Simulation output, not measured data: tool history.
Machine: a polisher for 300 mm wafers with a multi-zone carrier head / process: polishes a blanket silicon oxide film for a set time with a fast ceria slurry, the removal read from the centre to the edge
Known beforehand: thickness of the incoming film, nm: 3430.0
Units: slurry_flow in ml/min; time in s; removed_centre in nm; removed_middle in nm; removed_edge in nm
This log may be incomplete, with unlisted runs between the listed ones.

| run | hour | slurry_flow | centre_zone | middle_zone | edge_zone | time | removed_centre | removed_middle | removed_edge |
|---|---|---|---|---|---|---|---|---|---|
| 1 | 0.0 | 275 | 1.00 | 1.00 | 1.00 | 81 | 1039.90 | 1023.30 | 1026.80 |
| 2 | 4.2 | 275 | 1.00 | 1.00 | 1.00 | 66 | 839.00 | 827.82 | 839.09 |
| 3 | 11.7 | 275 | 0.93 | 1.00 | 1.00 | 66 | 757.10 | 818.72 | 831.74 |
| 4 | 20.2 | 275 | 0.93 | 1.00 | 1.08 | 66 | 775.15 | 830.45 | 873.44 |
| 5 | 26.8 | 280 | 0.92 | 1.00 | 1.11 | 68 | 799.76 | 861.97 | 918.37 |
|  | 33.0 | slurry nozzle cleaned |
| 6 | 33.0 | 285 | 0.91 | 1.00 | 1.13 | 69 | 829.57 | 902.43 | 953.82 |
| 7 | 36.8 | 290 | 0.90 | 1.00 | 1.15 | 69 | 816.42 | 895.29 | 950.24 |

Run 8 comes next. What will it give?
| 8 | 40.2 | 290 | 0.89 | 1.00 | 1.16 | 70 | ? | ? | ? |

{"run 8": {"removed_centre": 820.28, "removed_middle": 904.21, "removed_edge": 973.34}}
